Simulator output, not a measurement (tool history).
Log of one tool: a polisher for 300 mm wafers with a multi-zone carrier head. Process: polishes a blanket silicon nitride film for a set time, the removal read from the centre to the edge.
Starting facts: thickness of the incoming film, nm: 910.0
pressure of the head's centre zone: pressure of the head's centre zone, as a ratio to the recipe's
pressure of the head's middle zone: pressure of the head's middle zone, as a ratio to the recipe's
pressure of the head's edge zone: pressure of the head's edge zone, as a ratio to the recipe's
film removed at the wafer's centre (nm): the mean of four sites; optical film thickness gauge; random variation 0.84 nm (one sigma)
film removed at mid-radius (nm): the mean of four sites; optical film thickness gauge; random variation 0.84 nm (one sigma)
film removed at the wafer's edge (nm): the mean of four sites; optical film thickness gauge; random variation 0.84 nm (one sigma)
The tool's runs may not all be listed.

| run | hour | flow of slurry (ml/min) | pressure of the head's centre zone | pressure of the head's middle zone | pressure of the head's edge zone | polishing time (s) | film removed at the wafer's centre (nm) | film removed at mid-radius (nm) | film removed at the wafer's edge (nm) |
|---|---|---|---|---|---|---|---|---|---|
| 1 | 0 | 135 | 1 | 1 | 1 | 68 | 76.062 | 76.117 | 76.931 |
| 2 | 6.3 | 135 | 1.05 | 1 | 1 | 68 | 80.719 | 76.015 | 78.322 |
| 3 | 8.2 | 135 | 1.05 | 1 | 1 | 84 | 99.568 | 95.423 | 97.414 |
| 4 | 13.8 | 135 | 0.97 | 1 | 1 | 84 | 94.839 | 97.166 | 97.027 |
| 5 | 16.2 | 135 | 0.97 | 1 | 0.97 | 84 | 92.584 | 97.139 | 95.711 |
| 6 | 17.4 | 135 | 0.97 | 1 | 1 | 84 | 93.348 | 96.099 | 96.12 |
| 7 | 22.7 | 120 | 0.98 | 0.93 | 0.96 | 65 | 70.048 | 68.025 | 73.484 |
| 8 | 28.3 | 120 | 0.98 | 0.93 | 0.95 | 63 | 66.506 | 64.454 | 71.633 |

For run 9, what comes out?
| 9 | 30.3 | 120 | 0.99 | 0.94 | 0.94 | 61 | ? | ? | ? |

film removed at the wafer's centre (nm): 64.27
film removed at mid-radius (nm): 63.055
film removed at the wafer's edge (nm): 68.864

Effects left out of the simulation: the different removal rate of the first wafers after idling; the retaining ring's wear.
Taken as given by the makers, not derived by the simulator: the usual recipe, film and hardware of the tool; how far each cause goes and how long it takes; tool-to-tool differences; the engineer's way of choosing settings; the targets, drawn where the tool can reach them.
